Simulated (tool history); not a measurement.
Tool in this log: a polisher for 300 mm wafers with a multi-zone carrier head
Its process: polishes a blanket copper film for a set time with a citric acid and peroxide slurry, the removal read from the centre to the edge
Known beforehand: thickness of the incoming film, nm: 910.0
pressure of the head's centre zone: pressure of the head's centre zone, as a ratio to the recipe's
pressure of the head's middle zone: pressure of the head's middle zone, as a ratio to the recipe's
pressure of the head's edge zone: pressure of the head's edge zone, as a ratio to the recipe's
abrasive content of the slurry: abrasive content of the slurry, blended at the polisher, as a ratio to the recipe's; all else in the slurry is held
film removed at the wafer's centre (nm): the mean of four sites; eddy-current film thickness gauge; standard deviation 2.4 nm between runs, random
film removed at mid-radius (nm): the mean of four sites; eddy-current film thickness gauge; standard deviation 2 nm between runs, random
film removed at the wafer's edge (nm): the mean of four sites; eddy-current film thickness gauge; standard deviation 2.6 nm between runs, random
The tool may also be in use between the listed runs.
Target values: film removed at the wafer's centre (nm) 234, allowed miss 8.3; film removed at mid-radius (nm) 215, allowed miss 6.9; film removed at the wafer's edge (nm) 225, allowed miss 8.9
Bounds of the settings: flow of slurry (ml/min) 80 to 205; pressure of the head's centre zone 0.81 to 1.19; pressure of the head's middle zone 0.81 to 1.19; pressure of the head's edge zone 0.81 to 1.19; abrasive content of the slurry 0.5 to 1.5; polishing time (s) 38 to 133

run	hour	flow of slurry (ml/min)	pressure of the head's centre zone	pressure of the head's middle zone	pressure of the head's edge zone	abrasive content of the slurry	polishing time (s)	film removed at the wafer's centre (nm)	film removed at mid-radius (nm)	film removed at the wafer's edge (nm)
1	0	135	1	1	1	1	85	295.18	287.51	282.27
2	2.5	135	1	1	1	0.9	85	293.7	274.92	276.42
3	6	135	1	1	1.08	0.9	85	293.88	278.16	282.61
4	7.4	130	0.99	1	1.05	0.8	83	266.78	255.27	256.69
# hour 12.1: centre zone pressure recalibrated
5	12.1	130	0.99	0.91	1.05	0.8	83	251.27	242.43	259
6	16	120	1	0.91	1.02	0.75	83	246.55	231.47	258
7	18	125	1	0.92	1.02	0.7	81	232.64	228.54	241.4
8	22.1	125	1.03	0.92	1.01	0.65	81	235.14	217.77	235.12

Of the 5 settings listed for the next run, only one would bring every result within its allowed miss of target. Which one?
A	26.2	145	1.01	0.88	0.94	0.7	77	?	?	?
B	26.2	150	0.92	0.81	1.03	0.5	92	?	?	?
C	26.2	120	0.98	0.86	0.99	0.7	84	?	?	?
D	26.2	115	1.02	0.82	1.06	0.65	86	?	?	?
E	26.2	80	0.97	0.81	1.06	0.75	91	?	?	?

move	film removed at the wafer's centre (nm)	film removed at mid-radius (nm)	film removed at the wafer's edge (nm)
A	230.98	211.39	231.16
B	224.8	211.2	257.54
C	234.97	218.56	251.99
D	242.1	208.25	258.67
E	232.22	210.63	271.23
A: all results land within tolerance of their targets
B: its largest miss is bigger than the last run's
C: its largest miss is bigger than the last run's
D: its largest miss is bigger than the last run's
E: its largest miss is bigger than the last run's
Answer: A
